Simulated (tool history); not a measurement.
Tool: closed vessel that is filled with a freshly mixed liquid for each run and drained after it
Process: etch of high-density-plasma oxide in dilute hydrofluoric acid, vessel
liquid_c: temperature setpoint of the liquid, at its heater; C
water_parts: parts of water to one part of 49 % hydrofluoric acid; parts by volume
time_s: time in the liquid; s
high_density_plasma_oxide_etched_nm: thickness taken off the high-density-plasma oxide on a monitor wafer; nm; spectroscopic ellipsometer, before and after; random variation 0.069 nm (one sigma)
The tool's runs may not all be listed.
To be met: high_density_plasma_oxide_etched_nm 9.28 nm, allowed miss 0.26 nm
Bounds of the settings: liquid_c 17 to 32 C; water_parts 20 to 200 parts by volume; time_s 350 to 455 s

run    day  liquid_c  water_parts  time_s  high_density_plasma_oxide_etched_nm
  1      0        24          110     455                               21.842
  2  0.292        24           80     455                               31.082
  3  0.558      20.5           80     455                               27.178
  4  0.771        17           80     455                               23.326
  5    0.9        17           80     350                               17.767
  6  1.038        17           50     350                                29.57
  7  1.329        17           70     350                               20.605
  8  1.504        17          115     350                               12.113
  9   1.85        17          120     350                               11.382
 10  1.938        17          125     350                                10.95
 11    2.2        17          130     350                               10.512

5 next moves are on the table. One of them brings every result within its allowed miss. Which?
  A  2.462        17          160     395                                    ?
  B  2.462        17          140     430                                    ?
  C  2.462        17          135     440                                    ?
  D  2.462        19          130     350                                    ?
  E  2.462        17          115     370                                    ?

move  high_density_plasma_oxide_etched_nm
   A                               9.3022
   B                                 11.8
   C                               12.583
   D                                11.34
   E                               12.673
A: meets every target
B: further off than the last run
C: further off than the last run
D: further off than the last run
E: further off than the last run
Move A is the one to make.
